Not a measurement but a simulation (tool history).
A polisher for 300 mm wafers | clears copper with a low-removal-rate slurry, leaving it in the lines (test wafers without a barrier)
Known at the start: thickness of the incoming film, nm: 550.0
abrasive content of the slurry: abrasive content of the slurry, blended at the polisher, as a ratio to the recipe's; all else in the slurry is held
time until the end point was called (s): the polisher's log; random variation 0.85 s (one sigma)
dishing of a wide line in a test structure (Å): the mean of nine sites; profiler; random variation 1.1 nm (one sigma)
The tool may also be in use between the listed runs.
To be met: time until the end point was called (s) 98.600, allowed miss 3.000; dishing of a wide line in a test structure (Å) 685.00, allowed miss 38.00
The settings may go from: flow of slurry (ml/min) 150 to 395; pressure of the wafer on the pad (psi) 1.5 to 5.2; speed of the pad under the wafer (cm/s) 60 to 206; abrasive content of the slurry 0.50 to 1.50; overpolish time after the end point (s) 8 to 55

| run | hour | flow of slurry (ml/min) | pressure of the wafer on the pad (psi) | speed of the pad under the wafer (cm/s) | abrasive content of the slurry | overpolish time after the end point (s) | time until the end point was called (s) | dishing of a wide line in a test structure (Å) |
|---|---|---|---|---|---|---|---|---|
| 1 | 0.0 | 250 | 3.3 | 132 | 1.00 | 28 | 114.110 | 646.62 |
| 2 | 2.2 | 250 | 3.3 | 132 | 0.85 | 28 | 115.350 | 634.50 |
| 3 | 4.4 | 250 | 3.4 | 132 | 0.85 | 28 | 113.510 | 626.71 |
| 4 | 9.2 | 250 | 3.4 | 132 | 0.85 | 39 | 114.420 | 746.80 |
| 5 | 12.0 | 305 | 3.4 | 132 | 0.85 | 39 | 111.880 | 746.98 |
| 6 | 14.2 | 365 | 3.4 | 132 | 0.85 | 39 | 111.860 | 783.19 |
| 7 | 22.7 | 365 | 3.4 | 132 | 0.85 | 38 | 108.770 | 761.96 |
| 8 | 24.9 | 365 | 3.4 | 132 | 0.85 | 37 | 110.280 | 735.53 |
| 9 | 26.6 | 365 | 3.4 | 132 | 0.85 | 36 | 112.560 | 714.55 |

5 next moves are on the table. One of them brings every result within its allowed miss. Which?
| A | 28.3 | 395 | 3.1 | 142 | 1.10 | 43 | ? | ? |
| B | 28.3 | 395 | 4.3 | 106 | 0.50 | 34 | ? | ? |
| C | 28.3 | 380 | 4.1 | 122 | 0.95 | 32 | ? | ? |
| D | 28.3 | 355 | 4.0 | 134 | 0.65 | 27 | ? | ? |
| E | 28.3 | 290 | 3.2 | 164 | 1.05 | 23 | ? | ? |

| move | time until the end point was called (s) | dishing of a wide line in a test structure (Å) |
|---|---|---|
| A | 105.120 | 805.78 |
| B | 121.870 | 707.86 |
| C | 97.728 | 764.12 |
| D | 99.296 | 692.69 |
| E | 91.903 | 645.36 |
A: nearer than the last run, and not there yet
B: further off than the last run
C: brings the result that was furthest off to its target, and leaves another outside
D: meets every target
E: takes the result that was furthest off past its target
The right move is D.

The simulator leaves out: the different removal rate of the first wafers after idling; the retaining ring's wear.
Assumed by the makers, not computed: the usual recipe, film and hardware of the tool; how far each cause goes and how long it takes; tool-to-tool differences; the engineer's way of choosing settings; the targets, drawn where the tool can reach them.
